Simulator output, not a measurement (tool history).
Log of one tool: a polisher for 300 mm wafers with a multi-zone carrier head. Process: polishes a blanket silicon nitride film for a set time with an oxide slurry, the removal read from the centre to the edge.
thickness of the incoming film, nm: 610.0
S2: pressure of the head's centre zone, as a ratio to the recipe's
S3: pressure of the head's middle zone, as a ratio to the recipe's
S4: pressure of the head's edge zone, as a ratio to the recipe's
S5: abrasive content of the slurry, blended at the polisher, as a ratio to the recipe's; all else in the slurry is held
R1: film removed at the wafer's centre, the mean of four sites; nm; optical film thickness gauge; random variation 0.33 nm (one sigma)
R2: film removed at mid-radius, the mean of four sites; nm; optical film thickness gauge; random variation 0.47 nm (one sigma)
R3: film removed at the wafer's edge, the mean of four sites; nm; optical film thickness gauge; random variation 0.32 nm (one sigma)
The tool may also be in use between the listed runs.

Run 1, day 0.000: flow of slurry (ml/min) 195, S2 1.00, S3 1.00, S4 1.00, S5 1.00, polishing time (s) 73. Result: R1 56.346 nm, R2 56.720 nm, R3 56.261 nm.
Run 2, day 0.158: flow of slurry (ml/min) 195, S2 1.00, S3 1.00, S4 1.07, S5 1.00, polishing time (s) 73. Result: R1 56.367 nm, R2 57.187 nm, R3 57.810 nm.
Run 3, day 0.471: flow of slurry (ml/min) 185, S2 0.97, S3 0.96, S4 1.04, S5 0.95, polishing time (s) 73. Result: R1 51.614 nm, R2 52.038 nm, R3 54.189 nm.
Run 4, day 0.604: flow of slurry (ml/min) 185, S2 0.97, S3 0.96, S4 1.04, S5 0.95, polishing time (s) 56. Result: R1 39.627 nm, R2 39.467 nm, R3 41.953 nm.
Run 5, day 0.633: flow of slurry (ml/min) 185, S2 0.97, S3 0.96, S4 1.08, S5 0.95, polishing time (s) 56. Result: R1 39.769 nm, R2 39.554 nm, R3 43.043 nm.
Run 6, day 0.733: flow of slurry (ml/min) 185, S2 0.97, S3 0.96, S4 1.08, S5 1.15, polishing time (s) 56. Result: R1 44.724 nm, R2 45.187 nm, R3 48.616 nm.

The next listed run, before its measurement:
Run 7, day 1.033: flow of slurry (ml/min) 185, S2 0.97, S3 0.96, S4 1.08, S5 1.15, polishing time (s) 56. Result: R1 ?, R2 ?, R3 ?.

Run 7 gave R1 44.447 nm, R2 45.122 nm, R3 47.988 nm.

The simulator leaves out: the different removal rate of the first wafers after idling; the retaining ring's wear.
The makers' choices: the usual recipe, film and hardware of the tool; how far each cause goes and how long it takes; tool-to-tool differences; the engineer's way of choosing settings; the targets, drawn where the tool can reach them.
